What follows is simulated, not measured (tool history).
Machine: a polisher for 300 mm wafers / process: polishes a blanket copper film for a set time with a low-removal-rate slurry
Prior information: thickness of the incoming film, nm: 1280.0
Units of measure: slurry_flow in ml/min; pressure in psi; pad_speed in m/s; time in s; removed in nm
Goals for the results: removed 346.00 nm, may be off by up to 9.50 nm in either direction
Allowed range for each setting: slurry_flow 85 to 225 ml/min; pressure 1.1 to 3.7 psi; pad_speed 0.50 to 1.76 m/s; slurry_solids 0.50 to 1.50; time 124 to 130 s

Run 1, day 0.000: slurry_flow 145 ml/min, pressure 2.4 psi, pad_speed 1.12 m/s, slurry_solids 1.00, time 124 s. Result: removed 281.25 nm.
Run 2, day 0.108: slurry_flow 145 ml/min, pressure 2.4 psi, pad_speed 1.12 m/s, slurry_solids 0.80, time 124 s. Result: removed 264.86 nm.
Run 3, day 0.238: slurry_flow 155 ml/min, pressure 2.6 psi, pad_speed 1.12 m/s, slurry_solids 0.80, time 124 s. Result: removed 283.38 nm.
Run 4, day 0.371: slurry_flow 135 ml/min, pressure 2.6 psi, pad_speed 1.12 m/s, slurry_solids 0.80, time 124 s. Result: removed 280.04 nm.
Run 5, day 0.688: slurry_flow 140 ml/min, pressure 2.8 psi, pad_speed 1.12 m/s, slurry_solids 0.80, time 124 s. Result: removed 290.90 nm.
Run 6, day 0.758: slurry_flow 150 ml/min, pressure 2.9 psi, pad_speed 1.12 m/s, slurry_solids 0.80, time 124 s. Result: removed 302.40 nm.
Run 7, day 0.838: slurry_flow 150 ml/min, pressure 3.0 psi, pad_speed 1.12 m/s, slurry_solids 0.80, time 124 s. Result: removed 306.41 nm.
Run 8, day 1.088: slurry_flow 150 ml/min, pressure 3.1 psi, pad_speed 1.12 m/s, slurry_solids 0.80, time 124 s. Result: removed 316.14 nm.
Run 9, day 1.350: slurry_flow 150 ml/min, pressure 3.1 psi, pad_speed 1.12 m/s, slurry_solids 0.80, time 124 s. Result: removed 314.96 nm.
Run 10, day 1.508: slurry_flow 150 ml/min, pressure 3.2 psi, pad_speed 1.12 m/s, slurry_solids 0.80, time 124 s. Result: removed 325.22 nm.

Exactly one of the 4 candidate moves below puts every result within its allowed miss. Which one?
Run A, day 1.667: slurry_flow 130 ml/min, pressure 2.9 psi, pad_speed 1.08 m/s, slurry_solids 0.75, time 128 s. Result: removed ?.
Run B, day 1.667: slurry_flow 150 ml/min, pressure 3.1 psi, pad_speed 1.16 m/s, slurry_solids 0.80, time 130 s. Result: removed ?.
Run C, day 1.667: slurry_flow 140 ml/min, pressure 3.1 psi, pad_speed 1.10 m/s, slurry_solids 0.70, time 127 s. Result: removed ?.
Run D, day 1.667: slurry_flow 140 ml/min, pressure 3.1 psi, pad_speed 1.06 m/s, slurry_solids 0.75, time 130 s. Result: removed ?.

move  removed
   A   289.35
   B   342.94
   C   302.12
   D   305.09
A: lands further from the targets than the last run did
B: every result within its allowed miss
C: lands further from the targets than the last run did
D: lands further from the targets than the last run did
So the answer is move B, the one that meets all the targets.

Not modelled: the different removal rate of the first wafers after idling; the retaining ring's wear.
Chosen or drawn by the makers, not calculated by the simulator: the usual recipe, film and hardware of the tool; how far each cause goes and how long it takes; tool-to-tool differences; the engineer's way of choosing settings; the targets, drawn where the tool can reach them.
